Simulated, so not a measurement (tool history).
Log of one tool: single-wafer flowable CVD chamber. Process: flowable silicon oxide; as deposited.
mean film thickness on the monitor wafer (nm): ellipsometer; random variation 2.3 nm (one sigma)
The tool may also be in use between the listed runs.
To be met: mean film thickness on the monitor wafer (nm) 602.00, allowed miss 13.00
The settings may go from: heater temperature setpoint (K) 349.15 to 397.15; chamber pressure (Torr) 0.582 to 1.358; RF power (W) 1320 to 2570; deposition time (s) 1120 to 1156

run,day,heater temperature setpoint (K),chamber pressure (Torr),RF power (W),deposition time (s),mean film thickness on the monitor wafer (nm)
1,0.000,373.15,0.970,1945,1120,822.33
2,0.183,375.15,0.970,1945,1120,779.98
3,0.242,380.15,0.970,1945,1120,667.40
4,0.388,380.15,0.844,1945,1120,587.00
5,0.571,387.15,0.844,1945,1120,483.52
6,0.829,387.15,0.918,1945,1120,521.14
7,0.954,387.15,0.918,1945,1120,518.61
8,1.300,386.15,0.918,1945,1120,537.30

5 next moves are on the table. One of them brings every result within its allowed miss. Which?
A,1.646,385.15,0.909,1995,1136,?
B,1.646,387.15,0.877,2170,1129,?
C,1.646,390.15,1.201,1805,1136,?
D,1.646,383.15,0.895,2030,1120,?
E,1.646,386.15,0.939,2045,1156,?

move,mean film thickness on the monitor wafer (nm)
A,555.34
B,515.47
C,605.01
D,573.76
E,569.87
A: nearer than the last run, and not there yet
B: further off than the last run
C: meets every target
D: nearer than the last run, and not there yet
E: nearer than the last run, and not there yet
Answer: C
